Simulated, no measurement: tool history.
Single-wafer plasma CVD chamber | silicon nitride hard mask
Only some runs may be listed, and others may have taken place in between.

run,hour,heater temperature setpoint (°C),chamber pressure (Torr),RF power (W),deposition time (s),mean film thickness on the monitor wafer (nm)
1,0,380,1.43,375,28.9,36.786
2,8.1,380,1.38,370,28.9,35.9
3,11.3,380,1.34,370,28.9,35.773
4,13.3,380,1.3,365,28.9,35.261
5,18.6,380,1.26,360,28.9,34.701
6,23.4,380,1.23,355,28.9,34.415
7,24.4,380,1.2,350,28.9,33.565
8,28.9,380,1.18,350,28.9,33.786
9,35.4,380,1.18,350,28.9,33.552

The next listed run, before its measurement:
10,40,380,1.16,350,28.9,?

Run 10 gave mean film thickness on the monitor wafer (nm) 33.738.
